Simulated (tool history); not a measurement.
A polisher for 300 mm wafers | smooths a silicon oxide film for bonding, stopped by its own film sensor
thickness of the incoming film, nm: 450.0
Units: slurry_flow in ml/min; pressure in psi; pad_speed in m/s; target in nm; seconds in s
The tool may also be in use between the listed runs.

run,hour,slurry_flow,pressure,pad_speed,slurry_solids,target,seconds
1,0,205,1.7,0.76,1,361,169.68
2,1.6,205,1.7,0.76,1.15,361,160.25
3,5.9,205,1.7,0.58,1.15,361,185.92
4,12.3,205,1.7,0.58,1.05,361,195.06
5,15.5,205,1.8,0.58,1.05,361,183.64
6,19.4,205,1.8,0.58,1.05,361,179.53
7,28,205,1.9,0.58,1.05,361,168.69

Run 8 comes next. What will it give?
8,30.5,205,2,0.58,1.05,361,?

{"run 8": {"seconds": 161.86}}

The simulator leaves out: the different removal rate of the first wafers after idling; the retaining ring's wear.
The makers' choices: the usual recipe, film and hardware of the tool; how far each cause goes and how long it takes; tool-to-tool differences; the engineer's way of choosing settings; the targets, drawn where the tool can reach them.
